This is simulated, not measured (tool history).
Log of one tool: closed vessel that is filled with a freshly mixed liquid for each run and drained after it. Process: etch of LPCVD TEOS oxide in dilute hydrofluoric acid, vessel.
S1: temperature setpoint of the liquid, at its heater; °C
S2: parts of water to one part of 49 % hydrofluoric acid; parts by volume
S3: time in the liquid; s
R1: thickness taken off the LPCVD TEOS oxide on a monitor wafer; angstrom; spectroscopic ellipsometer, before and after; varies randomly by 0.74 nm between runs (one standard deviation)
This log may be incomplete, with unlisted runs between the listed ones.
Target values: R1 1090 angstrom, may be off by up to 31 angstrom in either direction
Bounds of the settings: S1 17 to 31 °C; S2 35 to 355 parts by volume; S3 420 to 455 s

run,hour,S1,S2,S3,R1
1,0,23,195,420,659.55
2,5.7,23,195,420,658.02
3,6.8,19.5,195,420,576.14
4,11.5,19.5,195,455,621.6
5,15.4,22.5,190,455,729.61
6,22.1,22.5,160,455,887.05
7,24.5,24,160,455,924.9
8,28.7,25,160,455,968.12
9,33.8,26,160,455,996.88
10,42.3,26.5,160,455,1032
11,50.9,27,160,455,1039

Which single option among these 4 for the next run brings every result within its allowed miss of target? Just one does.
A,59.5,23.5,130,430,?
B,59.5,27.5,170,455,?
C,59.5,30.5,180,420,?
D,59.5,28.5,165,440,?

move,R1
A,1095.3
B,982.7
C,941.59
D,1021.4
A: all results land within tolerance of their targets
B: moves away from the targets compared with the last run
C: moves away from the targets compared with the last run
D: moves away from the targets compared with the last run
A is the move that brings every result within its allowed miss.
